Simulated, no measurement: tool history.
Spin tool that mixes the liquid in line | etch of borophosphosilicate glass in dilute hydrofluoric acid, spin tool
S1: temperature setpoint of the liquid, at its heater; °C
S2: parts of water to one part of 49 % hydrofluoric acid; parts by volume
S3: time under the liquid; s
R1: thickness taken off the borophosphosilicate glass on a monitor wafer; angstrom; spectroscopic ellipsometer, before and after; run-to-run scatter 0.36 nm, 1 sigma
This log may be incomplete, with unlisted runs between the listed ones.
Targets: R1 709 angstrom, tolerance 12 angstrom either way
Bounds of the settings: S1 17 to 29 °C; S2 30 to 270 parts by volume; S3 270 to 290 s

run,hour,S1,S2,S3,R1
1,0,21,150,270,548.41
2,8.2,23,150,270,591.5
3,14.3,21,150,270,546.88
4,21,21,150,270,546.38
5,30,22,150,270,566.89
6,37.7,22,150,270,565.71
7,39.9,22.5,150,270,579.76
8,42.8,26.5,150,270,667.75

Consider the 4 candidate settings below. Which is the only one whose results all fall within their allowed miss of target?
A,45.7,20.5,130,290,?
B,45.7,27,160,285,?
C,45.7,27.5,155,285,?
D,45.7,28,165,290,?

move,R1
A,678.31
B,671.96
C,710.83
D,683.53
A: closer than the last run, but not yet in spec
B: closer than the last run, but not yet in spec
C: hits every target within its allowed miss
D: closer than the last run, but not yet in spec
C meets every target.

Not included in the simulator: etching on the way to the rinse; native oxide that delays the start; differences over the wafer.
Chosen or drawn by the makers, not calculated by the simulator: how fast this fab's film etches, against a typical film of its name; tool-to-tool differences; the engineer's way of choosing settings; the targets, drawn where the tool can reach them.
